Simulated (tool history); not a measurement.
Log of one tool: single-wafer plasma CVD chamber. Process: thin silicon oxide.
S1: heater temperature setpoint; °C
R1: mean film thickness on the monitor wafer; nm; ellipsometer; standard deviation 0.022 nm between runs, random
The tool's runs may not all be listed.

Run 1, hour 0: S1 410 °C, chamber pressure (mTorr) 537, RF power (kW) 0.315, deposition time (s) 7.16. Result: R1 8.4655 nm.
Run 2, hour 3.1: S1 410 °C, chamber pressure (mTorr) 555, RF power (kW) 0.315, deposition time (s) 7.16. Result: R1 8.7241 nm.
Run 3, hour 8.6: S1 410 °C, chamber pressure (mTorr) 571, RF power (kW) 0.315, deposition time (s) 7.16. Result: R1 8.9897 nm.
Run 4, hour 14.7: S1 410 °C, chamber pressure (mTorr) 585, RF power (kW) 0.315, deposition time (s) 7.16. Result: R1 9.1782 nm.
Run 5, hour 23.2: S1 410 °C, chamber pressure (mTorr) 599, RF power (kW) 0.315, deposition time (s) 7.16. Result: R1 9.4315 nm.
Run 6, hour 31.8: S1 403 °C, chamber pressure (mTorr) 599, RF power (kW) 0.315, deposition time (s) 7.16. Result: R1 9.4687 nm.

Expected results for the next run?
Run 7, hour 40.3: S1 403 °C, chamber pressure (mTorr) 610, RF power (kW) 0.315, deposition time (s) 7.16. Result: R1 ?.

{"run 7": {"R1": 9.6187}}

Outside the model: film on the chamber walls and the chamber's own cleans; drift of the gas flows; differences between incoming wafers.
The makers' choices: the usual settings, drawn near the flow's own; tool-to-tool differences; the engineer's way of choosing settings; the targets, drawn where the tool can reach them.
